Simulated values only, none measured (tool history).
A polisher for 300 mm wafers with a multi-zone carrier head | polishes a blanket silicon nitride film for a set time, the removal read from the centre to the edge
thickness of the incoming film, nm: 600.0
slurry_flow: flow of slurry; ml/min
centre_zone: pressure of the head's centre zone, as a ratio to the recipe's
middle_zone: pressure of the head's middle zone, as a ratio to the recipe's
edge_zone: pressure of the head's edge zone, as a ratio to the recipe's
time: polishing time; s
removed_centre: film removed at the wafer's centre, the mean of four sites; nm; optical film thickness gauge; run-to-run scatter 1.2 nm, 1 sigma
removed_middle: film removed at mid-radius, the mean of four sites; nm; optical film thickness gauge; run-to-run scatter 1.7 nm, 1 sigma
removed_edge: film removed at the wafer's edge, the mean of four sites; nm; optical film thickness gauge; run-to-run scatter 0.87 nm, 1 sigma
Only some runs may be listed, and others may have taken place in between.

| run | hour | slurry_flow | centre_zone | middle_zone | edge_zone | time | removed_centre | removed_middle | removed_edge |
|---|---|---|---|---|---|---|---|---|---|
| 1 | 0 | 280 | 1 | 1 | 1 | 79 | 124.96 | 109.36 | 108.48 |
| 2 | 1.1 | 265 | 0.94 | 1.06 | 1 | 77 | 115.38 | 113.88 | 104.41 |
| 3 | 7.5 | 265 | 0.94 | 1.06 | 1.05 | 77 | 111.78 | 111.42 | 108.84 |
| 4 | 13.3 | 255 | 0.9 | 1.1 | 1.05 | 75 | 107.03 | 111.39 | 104.33 |
| 5 | 21.3 | 270 | 0.87 | 1.13 | 1.06 | 73 | 98.552 | 112.94 | 103.62 |
| 6 | 27.3 | 270 | 0.87 | 1.13 | 1.06 | 60 | 82.462 | 91.388 | 84.032 |

What does the tool deliver on the next run?
| 7 | 28.7 | 295 | 0.85 | 1.15 | 1.05 | 64 | ? | ? | ? |

For run 7 the tool returned removed_centre 85.181 nm, removed_middle 100.97 nm, removed_edge 91.029 nm.

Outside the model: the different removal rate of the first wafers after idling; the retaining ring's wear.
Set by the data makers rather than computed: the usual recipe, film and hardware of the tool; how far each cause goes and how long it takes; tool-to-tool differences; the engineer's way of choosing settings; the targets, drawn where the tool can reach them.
